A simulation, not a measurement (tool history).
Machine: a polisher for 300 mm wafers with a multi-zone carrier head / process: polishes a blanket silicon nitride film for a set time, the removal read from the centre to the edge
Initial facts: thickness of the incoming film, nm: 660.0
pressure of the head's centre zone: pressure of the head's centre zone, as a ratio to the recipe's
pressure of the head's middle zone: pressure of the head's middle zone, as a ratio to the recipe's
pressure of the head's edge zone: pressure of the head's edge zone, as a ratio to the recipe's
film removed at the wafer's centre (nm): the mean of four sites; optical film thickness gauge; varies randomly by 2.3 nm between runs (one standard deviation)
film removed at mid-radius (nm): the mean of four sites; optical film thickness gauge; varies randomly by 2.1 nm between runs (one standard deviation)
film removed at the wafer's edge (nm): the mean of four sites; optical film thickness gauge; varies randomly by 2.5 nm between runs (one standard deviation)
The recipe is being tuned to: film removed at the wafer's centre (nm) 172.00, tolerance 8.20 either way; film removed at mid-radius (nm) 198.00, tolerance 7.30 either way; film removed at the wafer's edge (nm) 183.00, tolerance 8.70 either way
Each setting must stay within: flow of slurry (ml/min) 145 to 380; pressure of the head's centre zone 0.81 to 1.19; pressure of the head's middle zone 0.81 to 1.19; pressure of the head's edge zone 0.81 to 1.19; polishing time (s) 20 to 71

run	day	flow of slurry (ml/min)	pressure of the head's centre zone	pressure of the head's middle zone	pressure of the head's edge zone	polishing time (s)	film removed at the wafer's centre (nm)	film removed at mid-radius (nm)	film removed at the wafer's edge (nm)
1	0.000	245	1.00	1.00	1.00	45	126.35	124.38	127.61
2	0.188	250	1.00	1.04	1.02	49	141.51	137.61	139.32
3	0.242	250	1.00	1.04	1.09	49	138.74	139.46	144.85
4	0.575	250	1.00	1.01	1.09	49	139.89	136.51	143.31
5	0.700	250	1.00	1.01	1.16	49	135.83	134.19	150.47
6	1.017	250	1.04	1.01	1.16	49	146.04	133.10	147.80
7	1.229	250	1.04	1.01	1.16	49	144.60	136.61	146.60
8	1.450	255	1.02	1.06	1.14	52	150.46	151.89	155.55
9	1.583	260	1.02	1.09	1.15	54	152.52	161.63	160.73
10	1.950	265	1.02	1.11	1.15	56	162.01	170.11	170.11
11	2.083	265	1.02	1.11	1.15	56	162.72	168.62	169.55
12	2.150	265	1.01	1.13	1.14	57	163.72	175.35	169.33
13	2.250	270	1.00	1.15	1.15	58	164.64	177.71	174.54
14	2.317	260	0.99	1.16	1.13	59	165.02	186.82	174.89
15	2.488	260	0.99	1.16	1.13	59	163.03	185.09	174.98
16	2.662	260	0.99	1.17	1.13	60	171.18	192.17	181.27

Which one of the following 4 next-run settings gets every result inside its allowed miss? There is exactly one.
A	2.838	255	1.01	1.10	1.15	62	?	?	?
B	2.838	265	1.06	1.06	1.18	61	?	?	?
C	2.838	245	0.98	1.19	1.12	62	?	?	?
D	2.838	305	0.98	1.14	1.07	59	?	?	?

move	film removed at the wafer's centre (nm)	film removed at mid-radius (nm)	film removed at the wafer's edge (nm)
A	179.04	184.56	188.15
B	185.81	176.67	188.35
C	172.85	196.57	184.71
D	168.93	184.72	175.08
A: misses by more than the last run did
B: misses by more than the last run did
C: meets every target
D: misses by more than the last run did
Answer: C

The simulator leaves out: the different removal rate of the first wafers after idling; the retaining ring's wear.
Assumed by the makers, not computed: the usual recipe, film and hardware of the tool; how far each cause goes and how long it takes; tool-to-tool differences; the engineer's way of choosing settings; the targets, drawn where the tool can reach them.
